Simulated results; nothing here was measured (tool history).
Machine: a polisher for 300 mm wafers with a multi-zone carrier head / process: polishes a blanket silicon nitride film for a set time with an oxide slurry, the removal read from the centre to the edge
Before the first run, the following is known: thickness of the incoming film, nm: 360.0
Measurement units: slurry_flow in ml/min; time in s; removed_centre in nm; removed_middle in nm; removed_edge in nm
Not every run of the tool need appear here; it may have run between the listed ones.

run 1 hour=0.0 | slurry_flow=240 centre_zone=1.00 middle_zone=1.00 edge_zone=1.00 slurry_solids=1.00 time=73 | removed_centre=45.936 removed_middle=46.986 removed_edge=49.326
run 2 hour=7.7 | slurry_flow=240 centre_zone=1.00 middle_zone=1.00 edge_zone=1.07 slurry_solids=1.00 time=73 | removed_centre=47.688 removed_middle=48.362 removed_edge=49.819
run 3 hour=16.7 | slurry_flow=260 centre_zone=1.00 middle_zone=1.00 edge_zone=1.07 slurry_solids=1.00 time=73 | removed_centre=46.792 removed_middle=48.617 removed_edge=50.150
run 4 hour=20.0 | slurry_flow=265 centre_zone=1.00 middle_zone=1.02 edge_zone=1.08 slurry_solids=1.15 time=76 | removed_centre=53.298 removed_middle=54.075 removed_edge=56.098
run 5 hour=23.2 | slurry_flow=265 centre_zone=0.96 middle_zone=1.02 edge_zone=1.08 slurry_solids=1.15 time=76 | removed_centre=50.040 removed_middle=55.421 removed_edge=55.608
run 6 hour=28.9 | slurry_flow=300 centre_zone=0.96 middle_zone=1.02 edge_zone=1.08 slurry_solids=1.15 time=76 | removed_centre=50.342 removed_middle=55.893 removed_edge=56.173
run 7 hour=30.1 | slurry_flow=300 centre_zone=0.97 middle_zone=1.05 edge_zone=1.09 slurry_solids=1.25 time=78 | removed_centre=55.569 removed_middle=59.789 removed_edge=60.553
run 8 hour=34.0 | slurry_flow=300 centre_zone=0.97 middle_zone=1.09 edge_zone=1.09 slurry_solids=1.30 time=80 | removed_centre=57.740 removed_middle=64.974 removed_edge=62.688

Run 9 comes next. What will it give?
run 9 hour=38.6 | slurry_flow=300 centre_zone=0.97 middle_zone=1.10 edge_zone=1.10 slurry_solids=1.35 time=81 | removed_centre=? removed_middle=? removed_edge=?

{"run 9": {"removed_centre": 59.471, "removed_middle": 66.632, "removed_edge": 64.31}}
